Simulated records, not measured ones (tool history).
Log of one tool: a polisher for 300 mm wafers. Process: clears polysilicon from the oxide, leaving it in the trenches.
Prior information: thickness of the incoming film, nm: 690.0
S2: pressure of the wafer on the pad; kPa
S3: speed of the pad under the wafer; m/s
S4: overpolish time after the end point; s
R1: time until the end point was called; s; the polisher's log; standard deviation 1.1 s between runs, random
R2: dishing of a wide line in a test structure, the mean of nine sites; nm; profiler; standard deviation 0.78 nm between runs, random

run 1 hour=0 | flow_of_slurry_(ml/min)=180 S2=20.7 S3=0.96 S4=12 | R1=46.057 R2=44.169
run 2 hour=2.1 | flow_of_slurry_(ml/min)=180 S2=20 S3=0.96 S4=12 | R1=47.68 R2=42.749
run 3 hour=7.4 | flow_of_slurry_(ml/min)=180 S2=19.3 S3=0.94 S4=13 | R1=50.161 R2=44.639
run 4 hour=13.1 | flow_of_slurry_(ml/min)=180 S2=21.4 S3=0.94 S4=13 | R1=45.443 R2=43.438
run 5 hour=18.2 | flow_of_slurry_(ml/min)=180 S2=17.2 S3=0.94 S4=13 | R1=54.708 R2=44.106
run 6 hour=26.2 | flow_of_slurry_(ml/min)=165 S2=17.2 S3=0.94 S4=13 | R1=55.986 R2=41.398
run 7 hour=31.2 | flow_of_slurry_(ml/min)=165 S2=16.5 S3=0.94 S4=13 | R1=56.028 R2=42.143

For run 8, what comes out?
run 8 hour=31.7 | flow_of_slurry_(ml/min)=165 S2=15.9 S3=0.94 S4=13 | R1=? R2=?

Run 8 came out at R1 57.791 s, R2 41.861 nm.

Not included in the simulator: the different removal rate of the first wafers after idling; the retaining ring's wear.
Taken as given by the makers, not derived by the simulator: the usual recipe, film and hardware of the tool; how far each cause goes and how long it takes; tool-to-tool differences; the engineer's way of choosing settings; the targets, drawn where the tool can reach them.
